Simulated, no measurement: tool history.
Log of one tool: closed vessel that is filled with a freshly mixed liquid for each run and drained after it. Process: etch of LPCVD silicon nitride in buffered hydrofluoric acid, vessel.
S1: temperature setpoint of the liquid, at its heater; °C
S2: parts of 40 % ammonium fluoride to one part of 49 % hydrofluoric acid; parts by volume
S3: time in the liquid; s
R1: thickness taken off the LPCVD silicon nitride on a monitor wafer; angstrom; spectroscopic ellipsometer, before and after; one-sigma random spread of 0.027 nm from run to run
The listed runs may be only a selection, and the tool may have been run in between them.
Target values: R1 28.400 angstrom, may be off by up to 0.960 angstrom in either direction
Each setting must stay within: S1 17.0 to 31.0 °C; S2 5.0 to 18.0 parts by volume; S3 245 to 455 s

run,hour,S1,S2,S3,R1
1,0.0,23.0,11.0,455,52.637
2,4.7,22.0,11.5,450,47.508
3,6.1,21.0,12.0,445,42.231
4,8.6,19.0,12.0,445,37.216
5,12.0,18.5,12.5,445,35.263
6,16.6,18.5,12.5,245,19.963
7,21.3,22.5,12.0,245,25.126
8,24.2,25.5,12.0,245,29.992

Pick the move, out of 5, that brings all results within their allowed miss; only one does.
A,27.1,21.0,13.5,375,?
B,27.1,25.5,12.5,245,?
C,27.1,20.5,14.5,405,?
D,27.1,25.0,15.5,350,?
E,27.1,22.0,14.0,370,?

move,R1
A,31.335
B,28.256
C,30.681
D,31.816
E,31.536
A: further off than the last run
B: each result inside its tolerance
C: further off than the last run
D: further off than the last run
E: further off than the last run
The move that meets every target is B.
